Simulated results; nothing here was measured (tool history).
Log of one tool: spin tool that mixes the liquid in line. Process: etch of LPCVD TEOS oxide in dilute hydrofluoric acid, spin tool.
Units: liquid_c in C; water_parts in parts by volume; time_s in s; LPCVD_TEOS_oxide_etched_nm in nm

{"run": 1, "hour": 0.0, "liquid_c": 22, "water_parts": 270, "time_s": 185, "LPCVD_TEOS_oxide_etched_nm": 11.395}
{"run": 2, "hour": 6.1, "liquid_c": 23.5, "water_parts": 260, "time_s": 185, "LPCVD_TEOS_oxide_etched_nm": 12.378}
{"run": 3, "hour": 12.6, "liquid_c": 23.5, "water_parts": 260, "time_s": 185, "LPCVD_TEOS_oxide_etched_nm": 12.598}
{"run": 4, "hour": 20.3, "liquid_c": 25, "water_parts": 250, "time_s": 185, "LPCVD_TEOS_oxide_etched_nm": 13.847}
{"run": 5, "hour": 23.8, "liquid_c": 28.5, "water_parts": 250, "time_s": 185, "LPCVD_TEOS_oxide_etched_nm": 15.728}
{"hour": 32.3, "done": "thermometer replaced"}
{"run": 6, "hour": 32.3, "liquid_c": 29, "water_parts": 245, "time_s": 185, "LPCVD_TEOS_oxide_etched_nm": 15.126}

Run 7 comes next. What will it give?
{"run": 7, "hour": 38.2, "liquid_c": 29, "water_parts": 235, "time_s": 185, "LPCVD_TEOS_oxide_etched_nm": "?"}

{"run 7": {"LPCVD_TEOS_oxide_etched_nm": 16.031}}

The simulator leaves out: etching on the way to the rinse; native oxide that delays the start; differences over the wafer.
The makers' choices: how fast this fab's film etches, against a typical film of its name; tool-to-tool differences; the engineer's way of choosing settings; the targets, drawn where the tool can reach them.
